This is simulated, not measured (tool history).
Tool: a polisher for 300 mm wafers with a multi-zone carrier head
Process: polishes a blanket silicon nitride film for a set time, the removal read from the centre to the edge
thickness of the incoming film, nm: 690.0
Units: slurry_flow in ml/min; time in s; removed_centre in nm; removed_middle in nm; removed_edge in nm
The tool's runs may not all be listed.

run 1 hour=0 | slurry_flow=235 centre_zone=1 middle_zone=1 edge_zone=1 time=32 | removed_centre=49.937 removed_middle=50.159 removed_edge=50.125
run 2 hour=8.6 | slurry_flow=235 centre_zone=1 middle_zone=1 edge_zone=1 time=37 | removed_centre=57.63 removed_middle=58.064 removed_edge=57.434
run 3 hour=14.9 | slurry_flow=195 centre_zone=1 middle_zone=1 edge_zone=1 time=37 | removed_centre=56.359 removed_middle=57.693 removed_edge=57.586
run 4 hour=21.4 | slurry_flow=195 centre_zone=0.96 middle_zone=0.97 edge_zone=0.98 time=35 | removed_centre=50.454 removed_middle=52.304 removed_edge=53.567
run 5 hour=27.6 | slurry_flow=195 centre_zone=0.96 middle_zone=0.97 edge_zone=1.05 time=35 | removed_centre=50.84 removed_middle=52.001 removed_edge=56.11
run 6 hour=32.5 | slurry_flow=195 centre_zone=0.96 middle_zone=0.97 edge_zone=1.05 time=40 | removed_centre=59.36 removed_middle=60.482 removed_edge=62.278
run 7 hour=38.5 | slurry_flow=200 centre_zone=0.93 middle_zone=0.95 edge_zone=1.01 time=37 | removed_centre=53.805 removed_middle=56.053 removed_edge=56.865
run 8 hour=44.8 | slurry_flow=195 centre_zone=0.91 middle_zone=0.94 edge_zone=1 time=35 | removed_centre=48.066 removed_middle=51.654 removed_edge=53.935

Forecast run 9:
run 9 hour=49.3 | slurry_flow=195 centre_zone=0.9 middle_zone=0.92 edge_zone=0.98 time=34 | removed_centre=? removed_middle=? removed_edge=?

{"run 9": {"removed_centre": 46.089, "removed_middle": 49.108, "removed_edge": 51.724}}
